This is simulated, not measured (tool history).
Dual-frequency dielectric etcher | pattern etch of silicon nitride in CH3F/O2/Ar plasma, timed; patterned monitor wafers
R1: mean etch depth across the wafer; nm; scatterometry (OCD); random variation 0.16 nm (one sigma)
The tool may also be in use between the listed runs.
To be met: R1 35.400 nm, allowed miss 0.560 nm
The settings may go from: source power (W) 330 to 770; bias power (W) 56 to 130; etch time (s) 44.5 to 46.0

Run 1, hour 0.0: source power (W) 550, bias power (W) 93, etch time (s) 44.5. Result: R1 39.309 nm.
Run 2, hour 2.5: source power (W) 530, bias power (W) 92, etch time (s) 44.5. Result: R1 38.368 nm.
Run 3, hour 3.0: source power (W) 530, bias power (W) 106, etch time (s) 44.5. Result: R1 40.372 nm.
Run 4, hour 3.5: source power (W) 530, bias power (W) 99, etch time (s) 44.5. Result: R1 39.197 nm.
Run 5, hour 5.4: source power (W) 510, bias power (W) 99, etch time (s) 44.5. Result: R1 38.676 nm.
Run 6, hour 9.5: source power (W) 510, bias power (W) 99, etch time (s) 44.5. Result: R1 38.334 nm.
Run 7, hour 17.2: source power (W) 400, bias power (W) 96, etch time (s) 44.5. Result: R1 32.022 nm.
Run 8, hour 24.9: source power (W) 410, bias power (W) 96, etch time (s) 44.5. Result: R1 32.762 nm.
Run 9, hour 27.5: source power (W) 420, bias power (W) 96, etch time (s) 44.5. Result: R1 33.254 nm.
Run 10, hour 31.2: source power (W) 430, bias power (W) 96, etch time (s) 44.5. Result: R1 34.103 nm.

Which of these 4 next moves meets every target?
Run A, hour 34.9: source power (W) 430, bias power (W) 82, etch time (s) 46.0. Result: R1 ?.
Run B, hour 34.9: source power (W) 410, bias power (W) 103, etch time (s) 45.0. Result: R1 ?.
Run C, hour 34.9: source power (W) 370, bias power (W) 107, etch time (s) 46.0. Result: R1 ?.
Run D, hour 34.9: source power (W) 440, bias power (W) 94, etch time (s) 46.0. Result: R1 ?.

move      R1
   A  32.796
   B  34.042
   C  32.630
   D  35.255
A: further off than the last run
B: as far off as the last run
C: further off than the last run
D: meets every target
Answer: D

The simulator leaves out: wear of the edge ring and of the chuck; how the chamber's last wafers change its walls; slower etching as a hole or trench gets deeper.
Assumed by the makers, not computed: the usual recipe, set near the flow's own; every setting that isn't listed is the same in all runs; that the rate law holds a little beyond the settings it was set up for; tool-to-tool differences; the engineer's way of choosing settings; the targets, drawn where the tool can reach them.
